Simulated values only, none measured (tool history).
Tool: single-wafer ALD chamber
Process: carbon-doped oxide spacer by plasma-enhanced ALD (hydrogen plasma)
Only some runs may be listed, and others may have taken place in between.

| run | day | heater temperature setpoint (°C) | number of ALD cycles (cycles) | mean film thickness on the monitor wafer (angstrom) |
|---|---|---|---|---|
| 1 | 0 | 415 | 669 | 299.12 |
| 2 | 0.179 | 416 | 659 | 294.11 |
| 3 | 0.421 | 416 | 626 | 279.49 |
| 4 | 0.567 | 417 | 621 | 275.35 |
| 5 | 0.712 | 418 | 618 | 275.28 |
| 6 | 1.025 | 418 | 613 | 269.73 |
| 7 | 1.192 | 418 | 611 | 270.77 |

Expected results for the next run?
| 8 | 1.212 | 418 | 608 | ? |

mean film thickness on the monitor wafer (angstrom): 268.5

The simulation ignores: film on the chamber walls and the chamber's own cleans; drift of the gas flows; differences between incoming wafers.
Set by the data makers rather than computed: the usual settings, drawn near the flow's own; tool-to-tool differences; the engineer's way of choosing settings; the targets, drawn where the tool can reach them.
